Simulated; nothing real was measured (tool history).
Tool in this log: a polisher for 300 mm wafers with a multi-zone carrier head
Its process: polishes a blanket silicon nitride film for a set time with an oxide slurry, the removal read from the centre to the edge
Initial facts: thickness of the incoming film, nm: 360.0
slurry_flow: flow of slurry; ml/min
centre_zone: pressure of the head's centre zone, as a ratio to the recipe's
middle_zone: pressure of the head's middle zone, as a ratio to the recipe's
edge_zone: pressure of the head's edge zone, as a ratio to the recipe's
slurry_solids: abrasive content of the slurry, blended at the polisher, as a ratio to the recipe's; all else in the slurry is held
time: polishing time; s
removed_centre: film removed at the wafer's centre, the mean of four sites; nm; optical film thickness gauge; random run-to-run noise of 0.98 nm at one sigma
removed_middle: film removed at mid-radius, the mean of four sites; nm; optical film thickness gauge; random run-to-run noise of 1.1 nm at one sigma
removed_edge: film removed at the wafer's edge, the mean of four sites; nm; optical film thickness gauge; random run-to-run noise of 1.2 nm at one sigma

Run 1, hour 0.0: slurry_flow 155 ml/min, centre_zone 1.00, middle_zone 1.00, edge_zone 1.00, slurry_solids 1.00, time 73 s. Result: removed_centre 72.247 nm, removed_middle 72.698 nm, removed_edge 72.504 nm.
Run 2, hour 3.2: slurry_flow 155 ml/min, centre_zone 1.05, middle_zone 1.00, edge_zone 1.00, slurry_solids 1.00, time 73 s. Result: removed_centre 75.596 nm, removed_middle 71.785 nm, removed_edge 73.823 nm.
Run 3, hour 4.6: slurry_flow 135 ml/min, centre_zone 1.05, middle_zone 1.00, edge_zone 1.00, slurry_solids 1.00, time 73 s. Result: removed_centre 74.306 nm, removed_middle 72.343 nm, removed_edge 72.404 nm.
Run 4, hour 8.0: slurry_flow 135 ml/min, centre_zone 1.06, middle_zone 1.02, edge_zone 1.00, slurry_solids 1.00, time 73 s. Result: removed_centre 73.627 nm, removed_middle 72.416 nm, removed_edge 72.243 nm.
Run 5, hour 11.5: slurry_flow 140 ml/min, centre_zone 1.07, middle_zone 1.04, edge_zone 0.99, slurry_solids 1.05, time 73 s. Result: removed_centre 75.603 nm, removed_middle 74.248 nm, removed_edge 73.702 nm.
Run 6, hour 19.1: slurry_flow 140 ml/min, centre_zone 1.00, middle_zone 1.04, edge_zone 0.99, slurry_solids 1.05, time 73 s. Result: removed_centre 72.140 nm, removed_middle 74.665 nm, removed_edge 73.291 nm.

Expected results for the next run?
At hour 27.3: slurry nozzle cleaned.
Run 7, hour 27.3: slurry_flow 145 ml/min, centre_zone 1.02, middle_zone 1.05, edge_zone 0.98, slurry_solids 1.10, time 73 s. Result: removed_centre ?, removed_middle ?, removed_edge ?.

{"run 7": {"removed_centre": 81.607, "removed_middle": 83.835, "removed_edge": 78.545}}

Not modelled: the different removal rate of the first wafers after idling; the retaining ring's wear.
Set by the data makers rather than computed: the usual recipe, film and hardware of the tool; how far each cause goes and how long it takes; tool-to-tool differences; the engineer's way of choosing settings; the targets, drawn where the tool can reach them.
